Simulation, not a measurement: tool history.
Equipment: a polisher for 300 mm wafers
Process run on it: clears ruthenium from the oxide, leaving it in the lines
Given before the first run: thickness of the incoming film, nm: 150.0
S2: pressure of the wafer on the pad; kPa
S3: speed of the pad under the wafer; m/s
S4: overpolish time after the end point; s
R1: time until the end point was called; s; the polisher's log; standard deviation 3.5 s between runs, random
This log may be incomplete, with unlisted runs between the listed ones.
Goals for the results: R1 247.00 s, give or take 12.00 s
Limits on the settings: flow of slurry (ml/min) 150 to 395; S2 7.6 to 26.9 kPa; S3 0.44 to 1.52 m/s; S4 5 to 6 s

Run 1, hour 0.0: flow of slurry (ml/min) 250, S2 17.2 kPa, S3 0.98 m/s, S4 6 s. Result: R1 123.31 s.
Run 2, hour 7.5: flow of slurry (ml/min) 250, S2 15.9 kPa, S3 0.98 m/s, S4 6 s. Result: R1 134.04 s.
Run 3, hour 8.1: flow of slurry (ml/min) 190, S2 15.9 kPa, S3 0.98 m/s, S4 6 s. Result: R1 141.01 s.
Run 4, hour 15.4: flow of slurry (ml/min) 190, S2 15.9 kPa, S3 0.74 m/s, S4 6 s. Result: R1 182.84 s.
Run 5, hour 16.4: flow of slurry (ml/min) 190, S2 15.9 kPa, S3 0.98 m/s, S4 6 s. Result: R1 139.49 s.
Run 6, hour 18.5: flow of slurry (ml/min) 190, S2 14.5 kPa, S3 0.96 m/s, S4 6 s. Result: R1 158.48 s.
Run 7, hour 23.4: flow of slurry (ml/min) 190, S2 13.1 kPa, S3 0.96 m/s, S4 6 s. Result: R1 173.85 s.
Run 8, hour 27.2: flow of slurry (ml/min) 190, S2 12.4 kPa, S3 0.96 m/s, S4 6 s. Result: R1 182.88 s.
Run 9, hour 33.3: flow of slurry (ml/min) 190, S2 11.7 kPa, S3 0.96 m/s, S4 6 s. Result: R1 191.46 s.
Run 10, hour 41.4: flow of slurry (ml/min) 190, S2 11.0 kPa, S3 0.96 m/s, S4 6 s. Result: R1 201.85 s.
Run 11, hour 49.7: flow of slurry (ml/min) 190, S2 10.3 kPa, S3 0.96 m/s, S4 6 s. Result: R1 213.85 s.
Run 12, hour 55.8: flow of slurry (ml/min) 190, S2 7.6 kPa, S3 0.94 m/s, S4 6 s. Result: R1 298.13 s.

Which one of the following 5 next-run settings gets every result inside its allowed miss? There is exactly one.
Run A, hour 61.9: flow of slurry (ml/min) 150, S2 11.0 kPa, S3 0.66 m/s, S4 5 s. Result: R1 ?.
Run B, hour 61.9: flow of slurry (ml/min) 180, S2 7.6 kPa, S3 1.02 m/s, S4 5 s. Result: R1 ?.
Run C, hour 61.9: flow of slurry (ml/min) 150, S2 9.0 kPa, S3 1.16 m/s, S4 6 s. Result: R1 ?.
Run D, hour 61.9: flow of slurry (ml/min) 215, S2 7.6 kPa, S3 1.12 m/s, S4 6 s. Result: R1 ?.
Run E, hour 61.9: flow of slurry (ml/min) 210, S2 9.7 kPa, S3 0.76 m/s, S4 6 s. Result: R1 ?.

move      R1
   A  311.14
   B  282.28
   C  220.84
   D  250.82
   E  290.97
A: misses by more than the last run did
B: closes in on the targets versus the last run, not all within tolerance yet
C: the result that was furthest off in the last run now lies on the other side of its target
D: every result lands within tolerance
E: closes in on the targets versus the last run, not all within tolerance yet
D meets every target.
